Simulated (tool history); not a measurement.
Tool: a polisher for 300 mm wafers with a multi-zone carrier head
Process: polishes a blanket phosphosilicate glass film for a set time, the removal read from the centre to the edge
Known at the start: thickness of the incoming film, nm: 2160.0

run,day,flow of slurry (ml/min),pressure of the head's centre zone,pressure of the head's middle zone,pressure of the head's edge zone,abrasive content of the slurry,polishing time (s),film removed at the wafer's centre (angstrom),film removed at mid-radius (angstrom),film removed at the wafer's edge (angstrom)
1,0,295,1,1,1,1,58,4741,4705.1,4764.7
2,0.304,295,0.92,1,1,1,58,4385.5,4673.2,4781.4
3,0.362,315,0.95,1.03,1.02,1,58,4621.2,4828.8,4876.2
4,0.496,265,0.95,1.03,1.02,1,58,4509,4705.2,4714.8
5,0.675,265,0.95,1.06,1.02,1,58,4521.3,4813.3,4744.1
6,0.708,265,0.95,1.02,1.02,1,58,4549.4,4711,4745.1
7,0.821,295,0.96,1.06,1.04,1,58,4588.8,4874.7,4809.6
8,1.004,320,0.97,1.08,1.06,1,58,4780.8,5030.4,4993.8
9,1.038,385,0.97,1.14,1.05,1,58,4752.2,5314.7,4944.6

Forecast run 10:
10,1.338,390,0.98,1.14,1.06,1,58,?,?,?

Run 10 gave film removed at the wafer's centre (angstrom) 4837.1, film removed at mid-radius (angstrom) 5327.2, film removed at the wafer's edge (angstrom) 4927.3.
